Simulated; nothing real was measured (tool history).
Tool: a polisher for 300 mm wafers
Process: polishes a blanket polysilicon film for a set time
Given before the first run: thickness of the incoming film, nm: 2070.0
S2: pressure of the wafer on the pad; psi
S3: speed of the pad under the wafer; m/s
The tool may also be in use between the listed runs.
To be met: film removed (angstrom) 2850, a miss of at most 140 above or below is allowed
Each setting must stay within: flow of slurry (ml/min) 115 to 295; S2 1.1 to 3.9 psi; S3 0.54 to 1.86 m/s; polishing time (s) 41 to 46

run 1 day=0 | flow_of_slurry_(ml/min)=190 S2=2.5 S3=1.18 polishing_time_(s)=46 | film_removed_(angstrom)=3895.2
run 2 day=0.088 | flow_of_slurry_(ml/min)=190 S2=3 S3=1.18 polishing_time_(s)=46 | film_removed_(angstrom)=4615.1
run 3 day=0.129 | flow_of_slurry_(ml/min)=190 S2=3.4 S3=1.18 polishing_time_(s)=46 | film_removed_(angstrom)=5284.6
run 4 day=0.492 | flow_of_slurry_(ml/min)=190 S2=3.9 S3=1.18 polishing_time_(s)=46 | film_removed_(angstrom)=6172.8
run 5 day=0.558 | flow_of_slurry_(ml/min)=190 S2=3.9 S3=1.18 polishing_time_(s)=46 | film_removed_(angstrom)=6139.9
run 6 day=0.638 | flow_of_slurry_(ml/min)=190 S2=3.2 S3=1.14 polishing_time_(s)=46 | film_removed_(angstrom)=4678.3
run 7 day=0.758 | flow_of_slurry_(ml/min)=190 S2=2.8 S3=1.12 polishing_time_(s)=46 | film_removed_(angstrom)=4010.6
run 8 day=1.025 | flow_of_slurry_(ml/min)=190 S2=2.5 S3=1.1 polishing_time_(s)=46 | film_removed_(angstrom)=3547.3

Which single option among these 5 for the next run brings every result within its allowed miss of target? Just one does.
run A day=1.292 | flow_of_slurry_(ml/min)=215 S2=2.3 S3=0.96 polishing_time_(s)=44 | film_removed_(angstrom)=?
run B day=1.292 | flow_of_slurry_(ml/min)=225 S2=2.3 S3=1.22 polishing_time_(s)=46 | film_removed_(angstrom)=?
run C day=1.292 | flow_of_slurry_(ml/min)=190 S2=2.2 S3=1.36 polishing_time_(s)=46 | film_removed_(angstrom)=?
run D day=1.292 | flow_of_slurry_(ml/min)=185 S2=2.1 S3=1.06 polishing_time_(s)=41 | film_removed_(angstrom)=?
run E day=1.292 | flow_of_slurry_(ml/min)=195 S2=3.4 S3=1 polishing_time_(s)=46 | film_removed_(angstrom)=?

move=A film_removed_(angstrom)=2821.4
move=B film_removed_(angstrom)=3741.2
move=C film_removed_(angstrom)=3890.8
move=D film_removed_(angstrom)=2592.6
move=E film_removed_(angstrom)=4426.7
A: in spec on every target
B: further off than the last run
C: further off than the last run
D: moves the result that the last run missed by most past its target, out the other side
E: further off than the last run
A is the move that brings every result within its allowed miss.

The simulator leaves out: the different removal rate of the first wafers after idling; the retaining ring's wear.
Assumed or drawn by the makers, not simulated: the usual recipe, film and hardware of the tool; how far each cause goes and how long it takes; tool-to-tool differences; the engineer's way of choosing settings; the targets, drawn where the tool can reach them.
